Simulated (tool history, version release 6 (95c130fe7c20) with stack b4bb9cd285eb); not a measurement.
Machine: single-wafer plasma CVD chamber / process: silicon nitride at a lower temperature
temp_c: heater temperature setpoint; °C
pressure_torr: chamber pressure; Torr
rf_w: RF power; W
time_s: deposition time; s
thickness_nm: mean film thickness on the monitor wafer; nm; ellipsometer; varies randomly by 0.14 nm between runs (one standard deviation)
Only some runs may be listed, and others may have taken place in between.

run  hour  temp_c  pressure_torr  rf_w  time_s  thickness_nm
  1     0     330           1.49   300    23.1        28.386
  2   3.1     330           1.44   300    23.1        28.491
  3   6.8     330            1.4   295    23.1        27.904
  4     9     330           1.52   295    23.1        28.607
  5  12.9     330           1.47   295    23.1        28.423
  6  18.9     330           1.42   295    23.1        27.988
  7  19.5     330           1.38   295    23.1         27.85

Predict the results of run 8:
  8  20.7     330           1.34   295    23.1             ?

{"run 8": {"thickness_nm": 27.71}}
